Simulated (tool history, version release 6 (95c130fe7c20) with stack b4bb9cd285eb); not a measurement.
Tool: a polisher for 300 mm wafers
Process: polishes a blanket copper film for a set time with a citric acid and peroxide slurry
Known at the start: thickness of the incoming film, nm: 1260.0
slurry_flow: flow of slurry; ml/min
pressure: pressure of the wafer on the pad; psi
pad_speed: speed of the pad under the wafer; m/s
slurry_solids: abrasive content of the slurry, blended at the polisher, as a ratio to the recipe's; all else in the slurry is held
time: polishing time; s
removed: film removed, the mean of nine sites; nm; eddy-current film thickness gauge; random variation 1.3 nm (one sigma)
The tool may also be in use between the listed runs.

{"run": 1, "day": 0.0, "slurry_flow": 175, "pressure": 3.7, "pad_speed": 1.22, "slurry_solids": 1.0, "time": 26, "removed": 75.102}
{"run": 2, "day": 0.262, "slurry_flow": 175, "pressure": 3.9, "pad_speed": 1.22, "slurry_solids": 1.0, "time": 26, "removed": 78.012}
{"run": 3, "day": 0.629, "slurry_flow": 175, "pressure": 4.8, "pad_speed": 1.22, "slurry_solids": 1.0, "time": 26, "removed": 93.302}
{"run": 4, "day": 0.738, "slurry_flow": 175, "pressure": 4.8, "pad_speed": 1.22, "slurry_solids": 1.15, "time": 26, "removed": 96.927}
{"run": 5, "day": 1.004, "slurry_flow": 175, "pressure": 4.9, "pad_speed": 1.22, "slurry_solids": 1.15, "time": 26, "removed": 97.188}
{"run": 6, "day": 1.279, "slurry_flow": 175, "pressure": 4.9, "pad_speed": 1.22, "slurry_solids": 1.15, "time": 23, "removed": 84.72}

Forecast run 7:
{"run": 7, "day": 1.467, "slurry_flow": 175, "pressure": 5.0, "pad_speed": 1.24, "slurry_solids": 1.15, "time": 23, "removed": "?"}

Run 7 gave removed 87.497 nm.

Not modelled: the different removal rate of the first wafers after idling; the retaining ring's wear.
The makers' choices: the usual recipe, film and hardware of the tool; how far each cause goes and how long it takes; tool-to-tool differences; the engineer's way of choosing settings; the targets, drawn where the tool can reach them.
